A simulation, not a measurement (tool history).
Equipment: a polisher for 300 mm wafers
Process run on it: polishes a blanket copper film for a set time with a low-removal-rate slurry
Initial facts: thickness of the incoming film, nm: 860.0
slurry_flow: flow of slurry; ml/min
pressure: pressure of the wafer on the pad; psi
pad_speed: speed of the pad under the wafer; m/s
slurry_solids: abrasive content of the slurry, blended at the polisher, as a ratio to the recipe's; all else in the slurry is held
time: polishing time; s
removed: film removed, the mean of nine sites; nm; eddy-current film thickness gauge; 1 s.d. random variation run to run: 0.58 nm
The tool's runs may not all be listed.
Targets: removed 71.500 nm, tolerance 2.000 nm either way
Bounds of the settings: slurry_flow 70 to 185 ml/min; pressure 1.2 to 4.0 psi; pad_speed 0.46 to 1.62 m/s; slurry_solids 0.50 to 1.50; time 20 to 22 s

{"run": 1, "day": 0.0, "slurry_flow": 120, "pressure": 2.6, "pad_speed": 1.04, "slurry_solids": 1.0, "time": 22, "removed": 57.303}
{"run": 2, "day": 0.342, "slurry_flow": 120, "pressure": 2.6, "pad_speed": 1.04, "slurry_solids": 1.1, "time": 22, "removed": 60.387}
{"run": 3, "day": 0.621, "slurry_flow": 125, "pressure": 2.6, "pad_speed": 1.04, "slurry_solids": 1.1, "time": 22, "removed": 59.839}
{"run": 4, "day": 0.933, "slurry_flow": 125, "pressure": 2.6, "pad_speed": 1.04, "slurry_solids": 1.1, "time": 20, "removed": 53.65}
{"run": 5, "day": 1.058, "slurry_flow": 125, "pressure": 2.7, "pad_speed": 1.04, "slurry_solids": 1.1, "time": 20, "removed": 55.284}
{"run": 6, "day": 1.354, "slurry_flow": 125, "pressure": 2.7, "pad_speed": 1.14, "slurry_solids": 1.1, "time": 20, "removed": 61.384}
{"run": 7, "day": 1.446, "slurry_flow": 125, "pressure": 3.0, "pad_speed": 1.14, "slurry_solids": 1.1, "time": 20, "removed": 67.264}
{"run": 8, "day": 1.496, "slurry_flow": 125, "pressure": 3.0, "pad_speed": 1.14, "slurry_solids": 1.1, "time": 20, "removed": 67.124}
{"run": 9, "day": 1.788, "slurry_flow": 125, "pressure": 3.1, "pad_speed": 1.14, "slurry_solids": 1.1, "time": 20, "removed": 69.524}

Below are 4 possible settings for the next run. Only one of them brings all results inside the allowed miss of their targets. Which is it?
{"run": "A", "day": 2.079, "slurry_flow": 135, "pressure": 3.3, "pad_speed": 0.98, "slurry_solids": 1.2, "time": 20, "removed": "?"}
{"run": "B", "day": 2.079, "slurry_flow": 120, "pressure": 2.8, "pad_speed": 1.1, "slurry_solids": 1.05, "time": 22, "removed": "?"}
{"run": "C", "day": 2.079, "slurry_flow": 120, "pressure": 3.0, "pad_speed": 1.12, "slurry_solids": 1.1, "time": 22, "removed": "?"}
{"run": "D", "day": 2.079, "slurry_flow": 115, "pressure": 3.0, "pad_speed": 1.18, "slurry_solids": 1.05, "time": 20, "removed": "?"}

move=A removed=65.675
move=B removed=66.442
move=C removed=72.675
move=D removed=68.259
A: misses by more than the last run did
B: misses by more than the last run did
C: in spec on every target
D: misses by more than the last run did
The right move is C.
